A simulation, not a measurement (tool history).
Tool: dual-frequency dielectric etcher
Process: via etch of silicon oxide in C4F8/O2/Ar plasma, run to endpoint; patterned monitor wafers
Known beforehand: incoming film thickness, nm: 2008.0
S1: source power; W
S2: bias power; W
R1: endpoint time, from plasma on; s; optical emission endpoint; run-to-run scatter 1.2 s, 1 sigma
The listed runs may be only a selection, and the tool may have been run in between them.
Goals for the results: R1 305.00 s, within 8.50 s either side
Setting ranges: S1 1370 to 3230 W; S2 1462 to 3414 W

Run 1, hour 0.0: S1 2300 W, S2 2438 W. Result: R1 374.12 s.
Run 2, hour 0.7: S1 2300 W, S2 2180 W. Result: R1 388.90 s.
Run 3, hour 4.4: S1 2300 W, S2 2462 W. Result: R1 370.21 s.
Run 4, hour 7.9: S1 2460 W, S2 2548 W. Result: R1 355.63 s.
Run 5, hour 12.9: S1 2090 W, S2 2548 W. Result: R1 377.82 s.
Run 6, hour 16.6: S1 2310 W, S2 2548 W. Result: R1 362.43 s.
Run 7, hour 24.4: S1 2310 W, S2 2548 W. Result: R1 365.81 s.
Run 8, hour 32.7: S1 2470 W, S2 2637 W. Result: R1 351.84 s.
Run 9, hour 34.8: S1 2600 W, S2 2715 W. Result: R1 342.52 s.
Run 10, hour 41.0: S1 2700 W, S2 2789 W. Result: R1 335.89 s.
Run 11, hour 43.8: S1 2790 W, S2 2859 W. Result: R1 329.07 s.

Which of these 4 next moves meets every target?
Run A, hour 46.6: S1 2680 W, S2 2479 W. Result: R1 ?.
Run B, hour 46.6: S1 2750 W, S2 2415 W. Result: R1 ?.
Run C, hour 46.6: S1 3220 W, S2 2995 W. Result: R1 ?.
Run D, hour 46.6: S1 3230 W, S2 3414 W. Result: R1 ?.

move      R1
   A  352.68
   B  352.94
   C  308.02
   D  293.03
A: further off than the last run
B: further off than the last run
C: meets every target
D: the result that was furthest off in the last run now lies on the other side of its target
So the answer is move C, the one that meets all the targets.
